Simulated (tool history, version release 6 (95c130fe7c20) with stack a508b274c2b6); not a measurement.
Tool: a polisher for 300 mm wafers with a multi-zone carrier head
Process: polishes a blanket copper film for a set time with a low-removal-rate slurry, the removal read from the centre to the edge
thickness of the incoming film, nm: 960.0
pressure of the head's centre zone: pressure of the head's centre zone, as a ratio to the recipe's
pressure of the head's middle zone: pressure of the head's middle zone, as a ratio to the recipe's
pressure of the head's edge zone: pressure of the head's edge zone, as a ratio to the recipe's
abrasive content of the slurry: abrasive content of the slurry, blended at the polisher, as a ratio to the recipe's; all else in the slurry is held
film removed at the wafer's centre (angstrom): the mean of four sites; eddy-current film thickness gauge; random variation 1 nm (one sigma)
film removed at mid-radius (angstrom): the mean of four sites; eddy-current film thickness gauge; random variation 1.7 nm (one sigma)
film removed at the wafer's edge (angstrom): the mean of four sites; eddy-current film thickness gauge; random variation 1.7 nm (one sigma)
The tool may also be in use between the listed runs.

run,hour,flow of slurry (ml/min),pressure of the head's centre zone,pressure of the head's middle zone,pressure of the head's edge zone,abrasive content of the slurry,polishing time (s),film removed at the wafer's centre (angstrom),film removed at mid-radius (angstrom),film removed at the wafer's edge (angstrom)
1,0,295,1,1,1,1,50,1402.2,1381.5,1419.2
2,2.3,295,1,1,1,1,58,1636.9,1598.5,1636.9
3,5.1,295,1,1,0.94,1,58,1629.5,1593.6,1613.9
4,7,295,1,1,0.87,1,58,1652.7,1628.3,1556.1
5,11.4,295,1,1,0.87,0.8,58,1585.1,1552,1473.2
6,14.5,295,0.99,1.01,0.87,0.8,58,1570.7,1557.7,1482.7

Forecast run 7:
7,19.3,295,0.99,1.02,0.87,0.8,58,?,?,?

{"run 7": {"film removed at the wafer's centre (angstrom)": 1573.6, "film removed at mid-radius (angstrom)": 1582.3, "film removed at the wafer's edge (angstrom)": 1500.3}}
